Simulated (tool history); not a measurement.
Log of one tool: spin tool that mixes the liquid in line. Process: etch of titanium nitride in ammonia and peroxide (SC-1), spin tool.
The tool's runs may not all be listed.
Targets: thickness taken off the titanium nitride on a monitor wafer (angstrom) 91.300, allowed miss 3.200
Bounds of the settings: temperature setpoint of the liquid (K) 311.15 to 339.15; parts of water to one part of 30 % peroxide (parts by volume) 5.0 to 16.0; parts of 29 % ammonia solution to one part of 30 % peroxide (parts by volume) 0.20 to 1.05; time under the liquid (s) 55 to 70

run	hour	temperature setpoint of the liquid (K)	parts of water to one part of 30 % peroxide (parts by volume)	parts of 29 % ammonia solution to one part of 30 % peroxide (parts by volume)	time under the liquid (s)	thickness taken off the titanium nitride on a monitor wafer (angstrom)
1	0.0	323.15	9.0	0.55	70	57.861
2	6.5	325.15	9.0	0.55	70	68.382
3	13.6	320.15	9.0	0.55	70	46.684
4	16.0	322.65	9.0	0.55	70	56.474
5	19.1	322.65	6.5	0.55	70	66.851
6	23.4	322.65	6.5	0.55	70	66.820
7	27.7	323.65	6.5	0.55	70	69.913
8	29.5	328.65	6.5	0.55	70	100.100
9	31.2	328.65	6.5	0.55	70	99.226
10	39.2	328.15	6.5	0.55	70	97.776

Which of these 4 next moves meets every target?
A	47.2	328.65	7.5	0.45	70	?
B	47.2	328.15	6.0	0.20	70	?
C	47.2	324.65	5.5	0.50	70	?
D	47.2	326.65	7.0	0.45	70	?

move	thickness taken off the titanium nitride on a monitor wafer (angstrom)
A	89.921
B	84.230
C	81.018
D	81.277
A: meets every target
B: takes the result that was furthest off past its target
C: takes the result that was furthest off past its target
D: takes the result that was furthest off past its target
The right move is A.
